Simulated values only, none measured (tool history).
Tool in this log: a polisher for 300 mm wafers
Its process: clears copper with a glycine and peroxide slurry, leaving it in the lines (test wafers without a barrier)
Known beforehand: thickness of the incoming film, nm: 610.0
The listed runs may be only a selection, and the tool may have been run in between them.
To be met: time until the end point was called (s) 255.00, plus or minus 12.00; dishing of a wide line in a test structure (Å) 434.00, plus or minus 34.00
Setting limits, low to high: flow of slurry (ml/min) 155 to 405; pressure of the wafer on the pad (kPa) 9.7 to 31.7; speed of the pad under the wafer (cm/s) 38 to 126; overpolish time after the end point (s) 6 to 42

run	hour	flow of slurry (ml/min)	pressure of the wafer on the pad (kPa)	speed of the pad under the wafer (cm/s)	overpolish time after the end point (s)	time until the end point was called (s)	dishing of a wide line in a test structure (Å)
1	0.0	260	20.7	82	21	158.03	535.95
2	2.8	260	20.7	74	21	169.78	497.93
3	3.7	260	20.7	74	14	169.81	356.36
4	12.5	260	17.9	74	17	188.20	394.87
5	18.5	260	17.9	74	22	192.26	493.38
6	23.7	260	15.9	74	22	212.64	422.63
7	31.9	260	15.2	74	23	213.98	444.05
8	39.9	260	13.8	74	24	228.53	427.88
9	42.4	260	13.1	74	25	241.25	450.42

Which of these 4 next moves meets every target?
A	44.9	285	13.8	74	23	?	?
B	44.9	245	13.1	68	26	?	?
C	44.9	245	11.7	92	26	?	?
D	44.9	240	11.0	96	27	?	?

move	time until the end point was called (s)	dishing of a wide line in a test structure (Å)
A	230.79	439.40
B	259.28	443.62
C	226.58	485.04
D	230.27	491.62
A: its largest miss is bigger than the last run's
B: every result lands within tolerance
C: its largest miss is bigger than the last run's
D: its largest miss is bigger than the last run's
Move B is the one to make.

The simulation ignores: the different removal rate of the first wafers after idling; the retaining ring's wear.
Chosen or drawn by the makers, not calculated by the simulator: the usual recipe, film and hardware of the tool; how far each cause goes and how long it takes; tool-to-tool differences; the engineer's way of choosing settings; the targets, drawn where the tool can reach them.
